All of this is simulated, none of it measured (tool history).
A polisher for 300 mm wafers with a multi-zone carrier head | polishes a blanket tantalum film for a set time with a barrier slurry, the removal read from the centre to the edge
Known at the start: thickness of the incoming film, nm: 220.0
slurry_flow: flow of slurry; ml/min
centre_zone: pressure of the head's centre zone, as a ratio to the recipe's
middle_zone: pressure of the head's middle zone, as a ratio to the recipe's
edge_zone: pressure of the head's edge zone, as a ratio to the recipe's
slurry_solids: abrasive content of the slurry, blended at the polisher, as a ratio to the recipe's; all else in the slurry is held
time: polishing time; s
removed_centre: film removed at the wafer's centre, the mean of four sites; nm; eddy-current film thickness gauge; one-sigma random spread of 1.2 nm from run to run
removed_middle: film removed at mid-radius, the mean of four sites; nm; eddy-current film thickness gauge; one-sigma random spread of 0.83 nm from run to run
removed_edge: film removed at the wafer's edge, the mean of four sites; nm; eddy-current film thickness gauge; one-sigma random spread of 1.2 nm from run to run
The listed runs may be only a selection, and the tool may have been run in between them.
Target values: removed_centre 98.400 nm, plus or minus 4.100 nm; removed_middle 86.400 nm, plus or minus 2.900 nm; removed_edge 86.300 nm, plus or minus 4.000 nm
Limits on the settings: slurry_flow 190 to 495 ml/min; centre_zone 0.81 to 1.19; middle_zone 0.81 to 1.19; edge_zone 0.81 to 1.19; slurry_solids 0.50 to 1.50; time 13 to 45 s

{"run": 1, "hour": 0.0, "slurry_flow": 320, "centre_zone": 1.0, "middle_zone": 1.0, "edge_zone": 1.0, "slurry_solids": 1.0, "time": 29, "removed_centre": 72.209, "removed_middle": 74.803, "removed_edge": 68.995}
{"run": 2, "hour": 2.0, "slurry_flow": 320, "centre_zone": 1.0, "middle_zone": 1.0, "edge_zone": 1.04, "slurry_solids": 1.0, "time": 29, "removed_centre": 71.391, "removed_middle": 74.441, "removed_edge": 72.203}
{"run": 3, "hour": 6.0, "slurry_flow": 325, "centre_zone": 1.05, "middle_zone": 1.01, "edge_zone": 1.05, "slurry_solids": 1.1, "time": 29, "removed_centre": 78.065, "removed_middle": 76.738, "removed_edge": 75.443}
{"run": 4, "hour": 14.4, "slurry_flow": 325, "centre_zone": 1.05, "middle_zone": 1.01, "edge_zone": 1.05, "slurry_solids": 1.1, "time": 25, "removed_centre": 66.029, "removed_middle": 66.66, "removed_edge": 63.125}
{"run": 5, "hour": 16.2, "slurry_flow": 325, "centre_zone": 1.05, "middle_zone": 1.01, "edge_zone": 1.05, "slurry_solids": 0.95, "time": 25, "removed_centre": 64.865, "removed_middle": 63.094, "removed_edge": 62.059}
{"run": 6, "hour": 23.9, "slurry_flow": 325, "centre_zone": 1.05, "middle_zone": 1.01, "edge_zone": 1.05, "slurry_solids": 0.95, "time": 21, "removed_centre": 54.419, "removed_middle": 53.749, "removed_edge": 51.539}
{"run": 7, "hour": 25.8, "slurry_flow": 335, "centre_zone": 1.09, "middle_zone": 1.01, "edge_zone": 1.06, "slurry_solids": 1.1, "time": 23, "removed_centre": 65.968, "removed_middle": 59.603, "removed_edge": 60.382}
{"run": 8, "hour": 33.2, "slurry_flow": 340, "centre_zone": 1.12, "middle_zone": 1.05, "edge_zone": 1.08, "slurry_solids": 1.2, "time": 24, "removed_centre": 69.149, "removed_middle": 66.587, "removed_edge": 63.39}
{"run": 9, "hour": 36.3, "slurry_flow": 340, "centre_zone": 1.12, "middle_zone": 1.05, "edge_zone": 1.08, "slurry_solids": 1.2, "time": 24, "removed_centre": 69.762, "removed_middle": 66.186, "removed_edge": 63.312}

Of the 4 settings listed for the next run, only one would bring every result within its allowed miss of target. Which one?
{"run": "A", "hour": 39.4, "slurry_flow": 335, "centre_zone": 1.19, "middle_zone": 1.02, "edge_zone": 1.09, "slurry_solids": 1.2, "time": 32, "removed_centre": "?", "removed_middle": "?", "removed_edge": "?"}
{"run": "B", "hour": 39.4, "slurry_flow": 340, "centre_zone": 1.19, "middle_zone": 0.88, "edge_zone": 1.17, "slurry_solids": 1.05, "time": 36, "removed_centre": "?", "removed_middle": "?", "removed_edge": "?"}
{"run": "C", "hour": 39.4, "slurry_flow": 340, "centre_zone": 1.06, "middle_zone": 0.85, "edge_zone": 1.19, "slurry_solids": 1.3, "time": 35, "removed_centre": "?", "removed_middle": "?", "removed_edge": "?"}
{"run": "D", "hour": 39.4, "slurry_flow": 325, "centre_zone": 0.84, "middle_zone": 0.97, "edge_zone": 1.19, "slurry_solids": 1.2, "time": 27, "removed_centre": "?", "removed_middle": "?", "removed_edge": "?"}

move=A removed_centre=98.287 removed_middle=87.198 removed_edge=85.789
move=B removed_centre=107.220 removed_middle=87.307 removed_edge=96.673
move=C removed_centre=97.437 removed_middle=87.491 removed_edge=99.494
move=D removed_centre=58.212 removed_middle=71.352 removed_edge=75.113
A: hits every target within its allowed miss
B: pushes the last run's worst result past its target
C: brings the last run's worst result on target, with another outside its allowed miss
D: its largest miss is bigger than the last run's
Correct choice: A, which meets every target

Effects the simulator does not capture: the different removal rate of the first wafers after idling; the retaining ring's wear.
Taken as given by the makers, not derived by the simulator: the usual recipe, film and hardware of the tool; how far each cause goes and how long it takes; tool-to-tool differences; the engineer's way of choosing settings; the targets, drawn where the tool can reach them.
